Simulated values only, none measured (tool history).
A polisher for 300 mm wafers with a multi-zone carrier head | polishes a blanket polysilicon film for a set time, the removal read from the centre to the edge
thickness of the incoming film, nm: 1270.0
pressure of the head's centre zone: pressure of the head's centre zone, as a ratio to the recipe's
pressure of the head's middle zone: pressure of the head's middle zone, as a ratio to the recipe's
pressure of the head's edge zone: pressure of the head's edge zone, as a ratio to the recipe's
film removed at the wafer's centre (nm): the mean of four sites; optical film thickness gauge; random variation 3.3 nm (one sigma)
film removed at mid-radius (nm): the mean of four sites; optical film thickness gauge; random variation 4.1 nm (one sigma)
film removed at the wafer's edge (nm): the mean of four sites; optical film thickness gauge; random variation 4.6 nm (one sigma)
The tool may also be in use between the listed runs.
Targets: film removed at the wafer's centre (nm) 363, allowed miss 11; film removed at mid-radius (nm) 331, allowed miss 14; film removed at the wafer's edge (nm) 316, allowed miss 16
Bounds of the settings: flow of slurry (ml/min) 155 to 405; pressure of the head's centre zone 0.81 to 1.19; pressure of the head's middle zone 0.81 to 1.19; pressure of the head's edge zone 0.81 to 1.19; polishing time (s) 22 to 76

run  hour  flow of slurry (ml/min)  pressure of the head's centre zone  pressure of the head's middle zone  pressure of the head's edge zone  polishing time (s)  film removed at the wafer's centre (nm)  film removed at mid-radius (nm)  film removed at the wafer's edge (nm)
  1     0                      260                                   1                                   1                                 1                  49                                   442.76                           436.34                                 442.47
  2   3.6                      260                                1.04                                   1                                 1                  49                                    458.7                           443.17                                  439.3
  3   5.9                      260                                1.05                                0.99                              0.97                  46                                   435.61                           414.98                                 411.69
  4    11                      310                                1.05                                0.99                              0.97                  46                                    445.5                           432.64                                 415.99
  5  16.3                      310                                1.06                                0.98                              0.95                  43                                   415.72                           385.74                                 380.38
  6  21.2                      315                                1.06                                0.98                              0.92                  42                                   407.99                            384.9                                 368.19
  7  23.1                      315                                1.06                                0.97                               0.9                  41                                   399.18                              364                                    346
  8  28.3                      270                                0.99                                0.92                              0.83                  40                                   357.62                            347.6                                 328.77

4 next moves are on the table. One of them brings every result within its allowed miss. Which?
  A  33.5                      250                                1.19                                0.83                              0.93                  37                                        ?                                ?                                      ?
  B  33.5                      195                                1.04                                0.84                              0.92                  41                                        ?                                ?                                      ?
  C  33.5                      345                                0.99                                0.85                              0.91                  39                                        ?                                ?                                      ?
  D  33.5                      170                                1.05                                0.91                              0.81                  41                                        ?                                ?                                      ?

move  film removed at the wafer's centre (nm)  film removed at mid-radius (nm)  film removed at the wafer's edge (nm)
   A                                   386.14                           298.72                                 320.94
   B                                   366.45                            324.2                                 346.25
   C                                   355.85                           329.47                                 342.55
   D                                   362.25                           334.56                                 322.34
A: takes the result that was furthest off past its target
B: brings the result that was furthest off to its target, and leaves another outside
C: brings the result that was furthest off to its target, and leaves another outside
D: meets every target
Move D is the one to make.
